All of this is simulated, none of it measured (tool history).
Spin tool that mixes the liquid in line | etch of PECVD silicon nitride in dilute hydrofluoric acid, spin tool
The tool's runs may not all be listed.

run    day  temperature setpoint of the liquid (°C)  parts of water to one part of 49 % hydrofluoric acid (parts by volume)  time under the liquid (s)  thickness taken off the PECVD silicon nitride on a monitor wafer (nm)
  1      0                                       25                                                                      55                        265                                                                 7.8803
  2  0.283                                     23.5                                                                      55                        265                                                                 7.1354
  3   0.65                                     22.5                                                                      55                        265                                                                 6.7124
  4  0.692                                     19.5                                                                      55                        265                                                                 5.3659
  5  0.904                                       17                                                                      55                        265                                                                 4.5135
  6  1.208                                       17                                                                      55                        285                                                                  4.895
  7  1.504                                       18                                                                      55                        285                                                                 5.2404

Forecast run 8:
  8  1.646                                     18.5                                                                      55                        285                                                                      ?

{"run 8": {"thickness taken off the PECVD silicon nitride on a monitor wafer (nm)": 5.4456}}
